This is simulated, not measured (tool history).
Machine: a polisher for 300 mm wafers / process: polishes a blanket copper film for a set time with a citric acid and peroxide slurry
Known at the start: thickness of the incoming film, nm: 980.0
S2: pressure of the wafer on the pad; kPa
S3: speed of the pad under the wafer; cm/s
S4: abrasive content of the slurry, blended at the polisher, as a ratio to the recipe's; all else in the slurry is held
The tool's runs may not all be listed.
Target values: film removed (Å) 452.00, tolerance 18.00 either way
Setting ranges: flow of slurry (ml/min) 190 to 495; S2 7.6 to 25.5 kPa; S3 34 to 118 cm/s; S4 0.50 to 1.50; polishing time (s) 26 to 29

run 1 day=0.000 | flow_of_slurry_(ml/min)=320 S2=16.5 S3=76 S4=1.00 polishing_time_(s)=29 | film_removed_(Å)=343.31
run 2 day=0.054 | flow_of_slurry_(ml/min)=360 S2=16.5 S3=76 S4=1.00 polishing_time_(s)=29 | film_removed_(Å)=358.36
run 3 day=0.400 | flow_of_slurry_(ml/min)=360 S2=13.1 S3=76 S4=1.00 polishing_time_(s)=29 | film_removed_(Å)=290.18
run 4 day=0.642 | flow_of_slurry_(ml/min)=410 S2=13.1 S3=76 S4=1.00 polishing_time_(s)=29 | film_removed_(Å)=298.66
run 5 day=0.838 | flow_of_slurry_(ml/min)=470 S2=13.1 S3=76 S4=1.00 polishing_time_(s)=29 | film_removed_(Å)=303.56
-- day=1.121 slurry nozzle cleaned
run 6 day=1.121 | flow_of_slurry_(ml/min)=470 S2=11.7 S3=76 S4=1.00 polishing_time_(s)=29 | film_removed_(Å)=290.42
run 7 day=1.212 | flow_of_slurry_(ml/min)=470 S2=12.4 S3=76 S4=1.00 polishing_time_(s)=29 | film_removed_(Å)=296.21
run 8 day=1.338 | flow_of_slurry_(ml/min)=470 S2=13.1 S3=76 S4=1.00 polishing_time_(s)=29 | film_removed_(Å)=309.80
run 9 day=1.688 | flow_of_slurry_(ml/min)=470 S2=13.8 S3=76 S4=1.00 polishing_time_(s)=29 | film_removed_(Å)=327.51
run 10 day=1.946 | flow_of_slurry_(ml/min)=470 S2=14.5 S3=76 S4=1.00 polishing_time_(s)=29 | film_removed_(Å)=348.04
run 11 day=2.104 | flow_of_slurry_(ml/min)=470 S2=18.6 S3=78 S4=1.00 polishing_time_(s)=29 | film_removed_(Å)=420.54

Pick the move, out of 5, that brings all results within their allowed miss; only one does.
run A day=2.262 | flow_of_slurry_(ml/min)=475 S2=17.9 S3=86 S4=1.05 polishing_time_(s)=29 | film_removed_(Å)=?
run B day=2.262 | flow_of_slurry_(ml/min)=485 S2=19.3 S3=80 S4=1.00 polishing_time_(s)=27 | film_removed_(Å)=?
run C day=2.262 | flow_of_slurry_(ml/min)=480 S2=17.2 S3=76 S4=1.20 polishing_time_(s)=29 | film_removed_(Å)=?
run D day=2.262 | flow_of_slurry_(ml/min)=490 S2=19.3 S3=104 S4=1.00 polishing_time_(s)=26 | film_removed_(Å)=?
run E day=2.262 | flow_of_slurry_(ml/min)=495 S2=20.0 S3=70 S4=0.95 polishing_time_(s)=29 | film_removed_(Å)=?

move=A film_removed_(Å)=453.45
move=B film_removed_(Å)=418.38
move=C film_removed_(Å)=410.56
move=D film_removed_(Å)=502.10
move=E film_removed_(Å)=410.54
A: hits every target within its allowed miss
B: moves away from the targets compared with the last run
C: moves away from the targets compared with the last run
D: pushes the last run's worst result past its target
E: moves away from the targets compared with the last run
Answer: A
